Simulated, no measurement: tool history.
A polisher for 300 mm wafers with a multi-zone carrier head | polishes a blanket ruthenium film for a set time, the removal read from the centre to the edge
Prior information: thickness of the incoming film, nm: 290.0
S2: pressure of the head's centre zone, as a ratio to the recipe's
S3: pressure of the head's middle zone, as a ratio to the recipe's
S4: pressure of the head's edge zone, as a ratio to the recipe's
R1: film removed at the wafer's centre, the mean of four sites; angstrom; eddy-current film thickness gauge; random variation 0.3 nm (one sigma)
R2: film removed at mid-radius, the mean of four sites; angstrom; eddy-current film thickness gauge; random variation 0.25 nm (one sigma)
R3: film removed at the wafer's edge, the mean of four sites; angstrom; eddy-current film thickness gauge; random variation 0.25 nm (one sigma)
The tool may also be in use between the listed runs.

Run 1, hour 0: flow of slurry (ml/min) 285, S2 1, S3 1, S4 1, polishing time (s) 32. Result: R1 359.43 angstrom, R2 362.06 angstrom, R3 354.92 angstrom.
Run 2, hour 4.3: flow of slurry (ml/min) 275, S2 0.96, S3 0.98, S4 0.98, polishing time (s) 32. Result: R1 344.46 angstrom, R2 347.74 angstrom, R3 352.44 angstrom.
Run 3, hour 5.6: flow of slurry (ml/min) 275, S2 0.96, S3 0.98, S4 1.03, polishing time (s) 32. Result: R1 346.15 angstrom, R2 350.51 angstrom, R3 360.01 angstrom.
Run 4, hour 12.5: flow of slurry (ml/min) 275, S2 0.96, S3 0.98, S4 1.03, polishing time (s) 27. Result: R1 293.93 angstrom, R2 298.85 angstrom, R3 300.52 angstrom.
Run 5, hour 13.9: flow of slurry (ml/min) 275, S2 0.96, S3 0.98, S4 0.95, polishing time (s) 27. Result: R1 292.86 angstrom, R2 293.75 angstrom, R3 290.9 angstrom.
Run 6, hour 17.6: flow of slurry (ml/min) 280, S2 0.94, S3 0.99, S4 0.98, polishing time (s) 27. Result: R1 279.69 angstrom, R2 299.23 angstrom, R3 299.56 angstrom.
Run 7, hour 21.8: flow of slurry (ml/min) 325, S2 0.94, S3 1.01, S4 1.03, polishing time (s) 27. Result: R1 284.08 angstrom, R2 309.14 angstrom, R3 310.31 angstrom.

What will run 8 give?
At hour 23.1: edge zone pressure recalibrated.
Run 8, hour 23.1: flow of slurry (ml/min) 330, S2 0.94, S3 1.01, S4 1.04, polishing time (s) 27. Result: R1 ?, R2 ?, R3 ?.

{"run 8": {"R1": 289.8, "R2": 305.84, "R3": 313.11}}
